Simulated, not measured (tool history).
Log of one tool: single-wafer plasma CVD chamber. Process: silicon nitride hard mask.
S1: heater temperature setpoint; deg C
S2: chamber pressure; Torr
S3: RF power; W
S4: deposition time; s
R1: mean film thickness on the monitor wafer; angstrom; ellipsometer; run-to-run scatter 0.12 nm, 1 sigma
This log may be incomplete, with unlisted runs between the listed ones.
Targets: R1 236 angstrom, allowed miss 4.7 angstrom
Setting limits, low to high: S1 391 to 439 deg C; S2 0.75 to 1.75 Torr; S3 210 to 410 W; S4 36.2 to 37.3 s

{"run": 1, "day": 0.0, "S1": 415, "S2": 1.25, "S3": 310, "S4": 36.2, "R1": 366.85}
{"run": 2, "day": 0.054, "S1": 415, "S2": 1.25, "S3": 310, "S4": 37.3, "R1": 379.59}
{"run": 3, "day": 0.271, "S1": 425, "S2": 1.25, "S3": 310, "S4": 37.3, "R1": 376.19}
{"run": 4, "day": 0.529, "S1": 425, "S2": 1.25, "S3": 310, "S4": 36.2, "R1": 361.77}
{"run": 5, "day": 0.758, "S1": 430, "S2": 1.08, "S3": 275, "S4": 36.2, "R1": 309.88}
{"run": 6, "day": 1.083, "S1": 430, "S2": 1.08, "S3": 275, "S4": 36.2, "R1": 312.52}
{"run": 7, "day": 1.192, "S1": 433, "S2": 0.97, "S3": 255, "S4": 36.2, "R1": 278.31}
{"run": 8, "day": 1.358, "S1": 433, "S2": 0.9, "S3": 245, "S4": 36.2, "R1": 261.46}
{"run": 9, "day": 1.4, "S1": 433, "S2": 0.85, "S3": 240, "S4": 36.2, "R1": 247.85}
{"run": 10, "day": 1.517, "S1": 433, "S2": 0.82, "S3": 240, "S4": 36.2, "R1": 242.6}
{"run": 11, "day": 1.75, "S1": 433, "S2": 0.81, "S3": 240, "S4": 36.2, "R1": 242.7}
{"run": 12, "day": 1.788, "S1": 433, "S2": 0.75, "S3": 230, "S4": 36.2, "R1": 220.99}
{"run": 13, "day": 1.867, "S1": 434, "S2": 0.77, "S3": 230, "S4": 36.2, "R1": 224.33}
{"run": 14, "day": 1.9, "S1": 434, "S2": 0.8, "S3": 230, "S4": 36.2, "R1": 230.38}

5 candidate next runs follow, results not yet known. Just one meets every target within its allowed miss. Identify it.
{"run": "A", "day": 1.933, "S1": 435, "S2": 0.75, "S3": 230, "S4": 36.2, "R1": "?"}
{"run": "B", "day": 1.933, "S1": 439, "S2": 0.82, "S3": 220, "S4": 36.2, "R1": "?"}
{"run": "C", "day": 1.933, "S1": 430, "S2": 0.8, "S3": 220, "S4": 37.3, "R1": "?"}
{"run": "D", "day": 1.933, "S1": 429, "S2": 0.75, "S3": 230, "S4": 36.2, "R1": "?"}
{"run": "E", "day": 1.933, "S1": 428, "S2": 0.87, "S3": 220, "S4": 37.2, "R1": "?"}

move=A R1=222.13
move=B R1=223.97
move=C R1=228.38
move=D R1=222.7
move=E R1=238.24
A: the biggest miss grows against the last run
B: the biggest miss grows against the last run
C: the biggest miss grows against the last run
D: the biggest miss grows against the last run
E: meets every target
Go with E: it meets all targets.

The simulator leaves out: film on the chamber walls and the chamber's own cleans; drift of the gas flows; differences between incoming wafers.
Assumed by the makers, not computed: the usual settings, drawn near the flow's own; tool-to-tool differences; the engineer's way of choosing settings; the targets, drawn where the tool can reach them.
